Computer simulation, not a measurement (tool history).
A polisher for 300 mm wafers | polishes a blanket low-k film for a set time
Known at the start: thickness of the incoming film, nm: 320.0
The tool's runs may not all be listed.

run  hour  flow of slurry (ml/min)  pressure of the wafer on the pad (psi)  speed of the pad under the wafer (cm/s)  abrasive content of the slurry  polishing time (s)  film removed (angstrom)
  1     0                      285                                     2.4                                      114                               1                  24                   112.85
  2     2                      285                                     2.2                                      114                               1                  24                   105.19
  3   7.1                      285                                       2                                      114                               1                  24                   96.104
  4    10                      285                                     1.8                                      114                               1                  24                   87.557
  5  11.5                      235                                     1.8                                      114                               1                  24                   85.126
  6  19.9                      180                                     1.8                                      114                               1                  24                   83.982
  7  20.7                      180                                     1.7                                      114                               1                  24                   80.321

The next listed run, before its measurement:
  8  23.5                      180                                     1.6                                      114                               1                  24                        ?

{"run 8": {"film removed (angstrom)": 76.049}}

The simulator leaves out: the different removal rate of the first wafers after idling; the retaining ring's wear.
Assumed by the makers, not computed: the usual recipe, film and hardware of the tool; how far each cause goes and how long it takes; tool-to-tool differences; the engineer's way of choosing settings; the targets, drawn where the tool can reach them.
